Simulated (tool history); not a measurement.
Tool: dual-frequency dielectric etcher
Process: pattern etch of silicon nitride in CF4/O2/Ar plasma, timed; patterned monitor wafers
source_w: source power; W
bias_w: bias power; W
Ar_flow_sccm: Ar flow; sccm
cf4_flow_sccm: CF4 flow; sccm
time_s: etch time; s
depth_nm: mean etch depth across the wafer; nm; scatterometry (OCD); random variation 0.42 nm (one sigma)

run	day	source_w	bias_w	Ar_flow_sccm	cf4_flow_sccm	time_s	depth_nm
1	0	410	38	120	105	108	158.64
2	0.188	480	38	120	105	108	186.5
3	0.533	400	38	120	105	108	156.52
4	0.888	350	37	120	105	108	133.33
5	0.988	330	37	120	105	108	125.72
6	1.138	330	37	102	105	108	129
7	1.471	310	37	102	105	108	120.49

The next listed run, before its measurement:
8	1.675	310	37	102	105	108	?

depth_nm: 119.66 nm
